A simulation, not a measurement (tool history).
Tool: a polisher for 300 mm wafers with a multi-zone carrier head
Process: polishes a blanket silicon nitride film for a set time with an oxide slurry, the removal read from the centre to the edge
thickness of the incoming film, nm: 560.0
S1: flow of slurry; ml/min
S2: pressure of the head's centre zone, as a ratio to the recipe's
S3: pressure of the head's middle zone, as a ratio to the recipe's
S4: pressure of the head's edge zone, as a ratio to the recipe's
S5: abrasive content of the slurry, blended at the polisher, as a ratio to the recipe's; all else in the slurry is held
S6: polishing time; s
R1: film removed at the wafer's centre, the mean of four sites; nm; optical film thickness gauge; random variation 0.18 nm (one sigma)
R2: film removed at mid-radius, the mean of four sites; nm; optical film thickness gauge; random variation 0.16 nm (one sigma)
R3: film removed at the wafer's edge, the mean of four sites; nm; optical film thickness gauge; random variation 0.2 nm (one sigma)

run,hour,S1,S2,S3,S4,S5,S6,R1,R2,R3
1,0.0,245,1.00,1.00,1.00,1.00,33,21.922,21.704,21.449
2,6.4,245,1.00,1.00,0.98,0.95,33,21.814,21.662,21.287
3,13.3,245,1.01,1.00,0.97,0.90,33,21.713,21.423,21.191
4,18.7,250,1.02,1.01,0.96,0.85,32,20.669,20.339,20.316
5,21.8,250,1.02,1.01,0.96,1.05,32,21.855,21.455,21.154
6,28.4,245,1.03,1.02,0.95,1.00,32,21.940,21.762,20.651
7,30.7,245,1.03,1.02,0.95,1.00,32,21.738,21.609,20.614
8,34.7,240,1.04,1.02,0.94,0.95,32,21.806,21.389,20.019
9,38.8,230,1.04,1.01,0.93,0.90,32,21.750,20.820,19.476
10,47.1,225,1.03,1.00,0.92,0.85,32,20.867,20.361,19.640
11,52.5,220,1.03,1.00,0.92,0.80,32,20.366,19.855,18.753
12,59.6,220,1.03,1.00,0.92,0.80,32,20.208,19.742,18.971
13,60.4,215,1.03,1.00,0.91,0.80,32,20.202,19.860,19.059
14,66.7,210,1.03,1.00,0.90,0.75,32,19.664,19.451,18.354

Run 15 comes next. What will it give?
15,68.4,205,1.03,1.00,0.89,0.75,32,?,?,?

Run 15 gave R1 19.591 nm, R2 19.584 nm, R3 18.395 nm.

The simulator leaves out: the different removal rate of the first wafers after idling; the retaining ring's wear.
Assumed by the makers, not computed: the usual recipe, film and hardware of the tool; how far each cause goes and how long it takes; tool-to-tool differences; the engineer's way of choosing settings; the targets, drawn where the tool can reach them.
